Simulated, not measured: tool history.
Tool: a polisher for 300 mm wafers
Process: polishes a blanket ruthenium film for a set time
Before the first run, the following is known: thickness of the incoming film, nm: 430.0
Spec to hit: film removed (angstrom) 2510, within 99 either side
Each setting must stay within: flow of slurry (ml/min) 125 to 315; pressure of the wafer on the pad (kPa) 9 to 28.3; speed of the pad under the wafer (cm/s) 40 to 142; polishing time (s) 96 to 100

| run | day | flow of slurry (ml/min) | pressure of the wafer on the pad (kPa) | speed of the pad under the wafer (cm/s) | polishing time (s) | film removed (angstrom) |
|---|---|---|---|---|---|---|
| 1 | 0 | 205 | 18.6 | 90 | 96 | 1179.9 |
| 2 | 0.112 | 205 | 20.7 | 94 | 96 | 1352.6 |
| 3 | 0.475 | 205 | 22.1 | 100 | 96 | 1536.6 |
| 4 | 0.629 | 205 | 23.4 | 104 | 96 | 1678.1 |
| 5 | 0.796 | 205 | 24.8 | 108 | 96 | 1874.2 |
| 6 | 1.017 | 160 | 24.8 | 108 | 96 | 1801.7 |
| 7 | 1.15 | 160 | 24.8 | 108 | 96 | 1777.3 |
| 8 | 1.362 | 170 | 25.5 | 110 | 96 | 1900.8 |
| 9 | 1.404 | 180 | 26.2 | 112 | 96 | 1983.4 |
| 10 | 1.696 | 180 | 26.2 | 112 | 96 | 2029.5 |
| 11 | 1.858 | 190 | 26.9 | 114 | 96 | 2104.3 |
| 12 | 2.217 | 190 | 26.9 | 116 | 96 | 2164.1 |
| 13 | 2.308 | 195 | 26.9 | 118 | 96 | 2166.9 |

Pick the move, out of 5, that brings all results within their allowed miss; only one does.
| A | 2.4 | 195 | 26.9 | 126 | 97 | ? |
| B | 2.4 | 240 | 24.1 | 142 | 100 | ? |
| C | 2.4 | 185 | 22.8 | 116 | 96 | ? |
| D | 2.4 | 185 | 23.4 | 124 | 96 | ? |
| E | 2.4 | 180 | 28.3 | 100 | 99 | ? |

| move | film removed (angstrom) |
|---|---|
| A | 2332 |
| B | 2499 |
| C | 1793.6 |
| D | 1971 |
| E | 1970.4 |
A: closes in on the targets versus the last run, not all within tolerance yet
B: in spec on every target
C: lands further from the targets than the last run did
D: lands further from the targets than the last run did
E: lands further from the targets than the last run did
Move B is the one to make.

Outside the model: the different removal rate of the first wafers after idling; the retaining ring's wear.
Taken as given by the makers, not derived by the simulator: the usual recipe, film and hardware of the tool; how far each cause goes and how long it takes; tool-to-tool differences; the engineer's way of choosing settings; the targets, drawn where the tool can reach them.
